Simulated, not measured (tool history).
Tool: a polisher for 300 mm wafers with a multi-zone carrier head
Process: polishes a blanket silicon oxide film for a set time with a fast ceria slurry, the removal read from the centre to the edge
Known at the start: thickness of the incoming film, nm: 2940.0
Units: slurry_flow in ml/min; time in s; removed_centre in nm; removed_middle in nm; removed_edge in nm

{"run": 1, "hour": 0.0, "slurry_flow": 210, "centre_zone": 1, "middle_zone": 1, "edge_zone": 1, "time": 44, "removed_centre": 619.5, "removed_middle": 631.15, "removed_edge": 643.45}
{"run": 2, "hour": 8.0, "slurry_flow": 210, "centre_zone": 1, "middle_zone": 0.92, "edge_zone": 1, "time": 44, "removed_centre": 644.3, "removed_middle": 604.93, "removed_edge": 647.72}
{"run": 3, "hour": 16.5, "slurry_flow": 230, "centre_zone": 1.03, "middle_zone": 0.96, "edge_zone": 1.03, "time": 47, "removed_centre": 711.18, "removed_middle": 668.6, "removed_edge": 695.75}
{"run": 4, "hour": 18.2, "slurry_flow": 240, "centre_zone": 1.04, "middle_zone": 0.97, "edge_zone": 1.05, "time": 49, "removed_centre": 772.81, "removed_middle": 716.85, "removed_edge": 741.65}
{"run": 5, "hour": 22.8, "slurry_flow": 240, "centre_zone": 1.04, "middle_zone": 0.97, "edge_zone": 1.13, "time": 49, "removed_centre": 740.62, "removed_middle": 695.13, "removed_edge": 769.86}
{"run": 6, "hour": 28.5, "slurry_flow": 255, "centre_zone": 1.06, "middle_zone": 0.99, "edge_zone": 1.14, "time": 50, "removed_centre": 781.96, "removed_middle": 753.95, "removed_edge": 790.25}

Run 7 comes next. What will it give?
{"run": 7, "hour": 33.9, "slurry_flow": 265, "centre_zone": 1.07, "middle_zone": 0.99, "edge_zone": 1.15, "time": 51, "removed_centre": "?", "removed_middle": "?", "removed_edge": "?"}

removed_centre: 827.83 nm
removed_middle: 764.82 nm
removed_edge: 814.58 nm

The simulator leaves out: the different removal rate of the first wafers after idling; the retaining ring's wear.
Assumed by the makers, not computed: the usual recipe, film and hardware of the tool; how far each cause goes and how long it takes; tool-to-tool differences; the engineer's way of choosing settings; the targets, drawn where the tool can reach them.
